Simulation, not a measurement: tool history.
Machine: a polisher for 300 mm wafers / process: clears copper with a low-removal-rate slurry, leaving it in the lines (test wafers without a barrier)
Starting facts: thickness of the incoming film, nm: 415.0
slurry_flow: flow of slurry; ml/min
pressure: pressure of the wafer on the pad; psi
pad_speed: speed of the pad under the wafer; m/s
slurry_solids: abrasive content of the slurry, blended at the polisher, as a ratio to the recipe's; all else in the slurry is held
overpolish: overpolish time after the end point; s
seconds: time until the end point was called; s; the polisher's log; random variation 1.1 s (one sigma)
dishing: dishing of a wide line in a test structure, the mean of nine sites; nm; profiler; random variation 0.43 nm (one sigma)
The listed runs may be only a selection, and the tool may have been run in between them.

| run | hour | slurry_flow | pressure | pad_speed | slurry_solids | overpolish | seconds | dishing |
|---|---|---|---|---|---|---|---|---|
| 1 | 0.0 | 145 | 3.5 | 1.16 | 1.0 | 15 | 108.950 | 41.093 |
| 2 | 4.8 | 125 | 3.5 | 1.16 | 1.0 | 15 | 109.190 | 39.859 |
| 3 | 8.0 | 125 | 3.7 | 1.16 | 1.0 | 14 | 106.350 | 40.791 |
| 4 | 11.9 | 125 | 3.7 | 0.88 | 1.0 | 14 | 139.560 | 31.358 |
| 5 | 18.0 | 125 | 3.7 | 0.88 | 1.0 | 10 | 135.360 | 23.342 |
| 6 | 23.9 | 125 | 3.2 | 0.88 | 1.0 | 10 | 153.920 | 20.222 |
| 7 | 31.4 | 160 | 4.2 | 0.98 | 1.0 | 7 | 106.390 | 21.237 |
| 8 | 35.5 | 155 | 4.3 | 1.00 | 1.0 | 7 | 104.580 | 22.818 |
| 9 | 38.0 | 150 | 4.5 | 1.02 | 1.0 | 7 | 95.188 | 23.969 |
| 10 | 40.2 | 155 | 5.2 | 1.04 | 1.0 | 12 | 82.790 | 43.252 |
| 11 | 45.2 | 155 | 5.2 | 1.04 | 1.0 | 12 | 81.914 | 44.589 |
| 12 | 51.6 | 160 | 5.2 | 1.04 | 1.0 | 11 | 81.007 | 40.903 |
| 13 | 52.8 | 185 | 5.3 | 1.04 | 1.0 | 8 | 78.205 | 32.470 |
| 14 | 58.4 | 185 | 5.3 | 1.04 | 1.0 | 8 | 77.568 | 31.153 |
| 15 | 64.5 | 180 | 5.3 | 1.04 | 1.0 | 8 | 80.407 | 31.495 |

What will run 16 give?
| 16 | 73.3 | 170 | 5.4 | 1.06 | 1.0 | 8 | ? | ? |

For run 16 the tool returned seconds 74.857 s, dishing 33.329 nm.
